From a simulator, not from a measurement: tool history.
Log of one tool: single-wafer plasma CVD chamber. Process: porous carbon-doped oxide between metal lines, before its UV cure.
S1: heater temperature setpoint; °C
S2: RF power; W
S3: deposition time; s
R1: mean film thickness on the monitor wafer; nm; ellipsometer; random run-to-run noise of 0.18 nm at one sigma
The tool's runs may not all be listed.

run  hour   S1   S2    S3      R1
  1     0  310  605  11.6  69.072
  2   4.3  305  635  11.6  73.415
  3    13  305  635  11.6  73.414
  4  20.8  301  655  11.6   76.67
  5  29.1  298  670  11.6  79.517
  6  33.2  294  670  11.6  80.795
  7  36.2  293  680  11.6  82.455
  8  38.5  292  685  11.6  83.245

Expected results for the next run?
  9  44.2  291  690  11.6   ?

{"run 9": {"R1": 84.448}}

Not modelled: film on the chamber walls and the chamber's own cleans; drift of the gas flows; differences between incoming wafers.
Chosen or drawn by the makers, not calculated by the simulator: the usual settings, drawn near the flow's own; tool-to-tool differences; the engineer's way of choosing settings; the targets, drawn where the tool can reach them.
